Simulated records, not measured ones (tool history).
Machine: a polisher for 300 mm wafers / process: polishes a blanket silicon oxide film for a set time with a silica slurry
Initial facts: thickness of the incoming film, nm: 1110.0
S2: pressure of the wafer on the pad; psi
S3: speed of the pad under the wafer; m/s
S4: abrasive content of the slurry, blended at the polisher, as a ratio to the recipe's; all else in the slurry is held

{"run": 1, "hour": 0.0, "flow of slurry (ml/min)": 295, "S2": 3.9, "S3": 1.44, "S4": 1, "polishing time (s)": 35, "film removed (nm)": 121.41}
{"run": 2, "hour": 8.2, "flow of slurry (ml/min)": 295, "S2": 3.5, "S3": 1.44, "S4": 1, "polishing time (s)": 35, "film removed (nm)": 115.03}
{"run": 3, "hour": 16.0, "flow of slurry (ml/min)": 295, "S2": 3.5, "S3": 1.22, "S4": 1, "polishing time (s)": 35, "film removed (nm)": 99.669}
{"run": 4, "hour": 19.7, "flow of slurry (ml/min)": 295, "S2": 3.5, "S3": 1.38, "S4": 1, "polishing time (s)": 35, "film removed (nm)": 107.12}
{"run": 5, "hour": 23.5, "flow of slurry (ml/min)": 295, "S2": 4.2, "S3": 1.38, "S4": 1, "polishing time (s)": 35, "film removed (nm)": 128.68}
{"run": 6, "hour": 25.0, "flow of slurry (ml/min)": 295, "S2": 3.7, "S3": 1.36, "S4": 1, "polishing time (s)": 35, "film removed (nm)": 116.48}

For run 7, what comes out?
{"run": 7, "hour": 25.8, "flow of slurry (ml/min)": 295, "S2": 3.3, "S3": 1.34, "S4": 1, "polishing time (s)": 35, "film removed (nm)": "?"}

{"run 7": {"film removed (nm)": 101.02}}
